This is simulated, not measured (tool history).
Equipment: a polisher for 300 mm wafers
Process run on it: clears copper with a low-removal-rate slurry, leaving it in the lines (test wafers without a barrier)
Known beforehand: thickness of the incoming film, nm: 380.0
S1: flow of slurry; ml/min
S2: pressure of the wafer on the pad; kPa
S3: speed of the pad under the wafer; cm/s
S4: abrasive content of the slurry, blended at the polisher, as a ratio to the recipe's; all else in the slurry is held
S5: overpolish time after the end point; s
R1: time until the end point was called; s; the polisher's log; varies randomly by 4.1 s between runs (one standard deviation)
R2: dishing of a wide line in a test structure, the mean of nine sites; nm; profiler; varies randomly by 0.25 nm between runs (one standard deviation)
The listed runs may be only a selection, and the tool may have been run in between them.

Run 1, hour 0: S1 300 ml/min, S2 22.1 kPa, S3 84 cm/s, S4 1, S5 19 s. Result: R1 202.91 s, R2 21.273 nm.
Run 2, hour 2.4: S1 300 ml/min, S2 20.7 kPa, S3 84 cm/s, S4 1, S5 18 s. Result: R1 209.73 s, R2 19.642 nm.
Run 3, hour 10.3: S1 300 ml/min, S2 18.6 kPa, S3 84 cm/s, S4 1, S5 17 s. Result: R1 233.47 s, R2 17.366 nm.
Run 4, hour 13.5: S1 300 ml/min, S2 17.2 kPa, S3 84 cm/s, S4 1, S5 17 s. Result: R1 256.46 s, R2 16.367 nm.
Run 5, hour 15.7: S1 300 ml/min, S2 16.5 kPa, S3 84 cm/s, S4 1, S5 17 s. Result: R1 265.95 s, R2 16.29 nm.
At hour 19.4: slurry blender recalibrated.
Run 6, hour 19.4: S1 300 ml/min, S2 16.5 kPa, S3 84 cm/s, S4 1.15, S5 17 s. Result: R1 232.86 s, R2 17.46 nm.

Forecast run 7:
Run 7, hour 24.6: S1 300 ml/min, S2 15.2 kPa, S3 84 cm/s, S4 1.15, S5 17 s. Result: R1 ?, R2 ?.

{"run 7": {"R1": 256.57, "R2": 16.639}}
